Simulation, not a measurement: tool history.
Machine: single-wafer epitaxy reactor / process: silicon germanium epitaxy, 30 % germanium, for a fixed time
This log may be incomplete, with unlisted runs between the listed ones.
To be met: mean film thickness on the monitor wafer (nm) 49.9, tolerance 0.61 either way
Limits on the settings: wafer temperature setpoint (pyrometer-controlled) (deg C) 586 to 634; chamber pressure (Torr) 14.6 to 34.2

run    day  wafer temperature setpoint (pyrometer-controlled) (deg C)  chamber pressure (Torr)  mean film thickness on the monitor wafer (nm)
  1      0                                                        610                     24.4                                         63.052
  2  0.362                                                        607                     24.4                                          59.33
  3  0.388                                                        614                     24.4                                         67.955
  4  0.538                                                        614                     20.7                                         64.314
  5  0.621                                                        611                     20.7                                         60.791
  6  0.883                                                        609                     20.7                                         58.499
  7  0.904                                                        609                     20.7                                         58.759
  8  1.254                                                        607                     20.7                                         56.368
  9  1.608                                                        606                     20.7                                         55.402
 10  1.942                                                        605                     20.7                                         54.131
 11  2.083                                                        604                     20.7                                         53.361
 12  2.396                                                        603                     20.7                                         52.229
 13  2.492                                                        602                     20.7                                         51.436

Which one of the following 4 next-run settings gets every result inside its allowed miss? There is exactly one.
  A  2.588                                                        601                     18.1                                              ?
  B  2.588                                                        598                       22                                              ?
  C  2.588                                                        599                     22.8                                              ?
  D  2.588                                                        598                     21.7                                              ?

move  mean film thickness on the monitor wafer (nm)
   A                                         48.019
   B                                         48.177
   C                                         49.679
   D                                         47.967
A: takes the result that was furthest off past its target
B: takes the result that was furthest off past its target
C: every result lands within tolerance
D: takes the result that was furthest off past its target
Correct choice: C, which meets every target

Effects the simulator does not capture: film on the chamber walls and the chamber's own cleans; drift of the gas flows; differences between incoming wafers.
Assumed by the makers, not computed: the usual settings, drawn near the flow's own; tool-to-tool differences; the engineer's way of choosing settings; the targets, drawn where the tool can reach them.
